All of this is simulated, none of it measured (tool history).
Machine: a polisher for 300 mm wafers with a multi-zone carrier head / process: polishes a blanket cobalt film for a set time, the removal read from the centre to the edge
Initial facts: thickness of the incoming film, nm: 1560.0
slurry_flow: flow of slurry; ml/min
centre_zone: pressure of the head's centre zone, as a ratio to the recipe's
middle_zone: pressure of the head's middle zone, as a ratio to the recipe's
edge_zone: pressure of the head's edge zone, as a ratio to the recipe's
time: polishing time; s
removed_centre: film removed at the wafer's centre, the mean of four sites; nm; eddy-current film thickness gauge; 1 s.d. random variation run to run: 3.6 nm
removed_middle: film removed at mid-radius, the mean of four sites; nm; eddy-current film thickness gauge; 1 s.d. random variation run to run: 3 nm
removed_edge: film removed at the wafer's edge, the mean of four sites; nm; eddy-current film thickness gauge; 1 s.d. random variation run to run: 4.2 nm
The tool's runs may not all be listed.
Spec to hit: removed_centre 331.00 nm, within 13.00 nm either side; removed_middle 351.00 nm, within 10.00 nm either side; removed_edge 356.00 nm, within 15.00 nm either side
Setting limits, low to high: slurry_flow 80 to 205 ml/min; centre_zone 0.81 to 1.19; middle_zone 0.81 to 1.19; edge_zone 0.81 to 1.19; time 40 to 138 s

run,hour,slurry_flow,centre_zone,middle_zone,edge_zone,time,removed_centre,removed_middle,removed_edge
1,0.0,135,1.00,1.00,1.00,88,387.18,375.50,390.54
2,4.3,155,1.00,1.00,1.00,88,396.70,388.99,396.39
3,9.6,155,1.00,1.00,1.00,76,346.06,335.25,344.61
4,16.4,155,1.06,1.00,1.00,76,363.24,337.55,346.83
5,24.9,155,1.06,0.94,1.00,76,367.95,313.63,346.74
6,30.6,160,1.02,0.97,1.01,76,352.11,324.48,346.31
7,35.4,165,1.00,0.99,1.03,76,348.49,330.04,350.03
8,42.2,165,0.98,1.01,1.04,76,338.31,339.61,345.08

5 candidate next runs follow, results not yet known. Just one meets every target within its allowed miss. Identify it.
A,49.0,125,0.91,0.99,0.91,85,?,?,?
B,49.0,165,0.93,1.07,1.02,78,?,?,?
C,49.0,190,1.02,0.97,1.02,76,?,?,?
D,49.0,180,0.95,0.96,1.07,74,?,?,?
E,49.0,175,0.97,1.10,1.06,69,?,?,?

move,removed_centre,removed_middle,removed_edge
A,332.89,353.24,350.27
B,333.51,367.00,353.41
C,365.10,336.83,350.86
D,328.31,322.40,347.60
E,311.11,335.78,320.89
A: every result within its allowed miss
B: the result that was furthest off in the last run now lies on the other side of its target
C: further off than the last run
D: further off than the last run
E: further off than the last run
Go with A: it meets all targets.
